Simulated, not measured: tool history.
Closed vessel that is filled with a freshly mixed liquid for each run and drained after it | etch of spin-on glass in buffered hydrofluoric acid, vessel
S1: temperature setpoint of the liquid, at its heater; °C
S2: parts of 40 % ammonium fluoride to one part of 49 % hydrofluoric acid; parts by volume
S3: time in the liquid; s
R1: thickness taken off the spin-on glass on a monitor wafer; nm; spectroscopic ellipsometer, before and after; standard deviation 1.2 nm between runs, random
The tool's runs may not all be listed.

run	day	S1	S2	S3	R1
1	0	22	18	90	142.1
2	0.35	22	18	90	141.6
3	0.529	22	18	90	140.92
4	0.7	22	21	90	123.99
5	0.783	23.5	19	90	145.73
6	0.838	23.5	16.5	90	167.27

Expected results for the next run?
7	1.062	24.5	15	90	?

Run 7 measured R1 194.37 nm.
